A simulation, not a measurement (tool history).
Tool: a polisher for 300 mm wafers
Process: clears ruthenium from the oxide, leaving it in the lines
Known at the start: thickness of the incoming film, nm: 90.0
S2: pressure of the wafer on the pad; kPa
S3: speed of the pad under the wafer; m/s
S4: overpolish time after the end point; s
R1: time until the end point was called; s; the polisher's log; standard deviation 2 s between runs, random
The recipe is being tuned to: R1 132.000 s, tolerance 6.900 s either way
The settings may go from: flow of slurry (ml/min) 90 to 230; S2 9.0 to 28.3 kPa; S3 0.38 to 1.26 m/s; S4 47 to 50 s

Run 1, hour 0.0: flow of slurry (ml/min) 150, S2 18.6 kPa, S3 0.82 m/s, S4 47 s. Result: R1 92.219 s.
Run 2, hour 4.1: flow of slurry (ml/min) 150, S2 16.5 kPa, S3 0.82 m/s, S4 47 s. Result: R1 101.190 s.
Run 3, hour 4.9: flow of slurry (ml/min) 150, S2 15.2 kPa, S3 0.82 m/s, S4 47 s. Result: R1 108.060 s.
Run 4, hour 8.5: flow of slurry (ml/min) 175, S2 15.2 kPa, S3 0.82 m/s, S4 47 s. Result: R1 102.840 s.
Run 5, hour 10.0: flow of slurry (ml/min) 175, S2 15.2 kPa, S3 1.00 m/s, S4 47 s. Result: R1 84.246 s.
Run 6, hour 15.7: flow of slurry (ml/min) 175, S2 15.2 kPa, S3 1.00 m/s, S4 50 s. Result: R1 86.400 s.
Run 7, hour 24.0: flow of slurry (ml/min) 170, S2 10.3 kPa, S3 0.92 m/s, S4 50 s. Result: R1 115.190 s.
Run 8, hour 29.9: flow of slurry (ml/min) 165, S2 9.7 kPa, S3 0.90 m/s, S4 50 s. Result: R1 124.150 s.

Which of these 5 next moves meets every target?
Run A, hour 35.8: flow of slurry (ml/min) 130, S2 9.7 kPa, S3 1.00 m/s, S4 50 s. Result: R1 ?.
Run B, hour 35.8: flow of slurry (ml/min) 120, S2 9.0 kPa, S3 0.96 m/s, S4 49 s. Result: R1 ?.
Run C, hour 35.8: flow of slurry (ml/min) 135, S2 9.7 kPa, S3 1.04 m/s, S4 50 s. Result: R1 ?.
Run D, hour 35.8: flow of slurry (ml/min) 155, S2 11.0 kPa, S3 0.94 m/s, S4 50 s. Result: R1 ?.
Run E, hour 35.8: flow of slurry (ml/min) 170, S2 13.1 kPa, S3 0.86 m/s, S4 50 s. Result: R1 ?.

move       R1
   A  118.390
   B  130.690
   C  113.000
   D  112.410
   E  108.650
A: misses by more than the last run did
B: all results land within tolerance of their targets
C: misses by more than the last run did
D: misses by more than the last run did
E: misses by more than the last run did
B is the move that brings every result within its allowed miss.
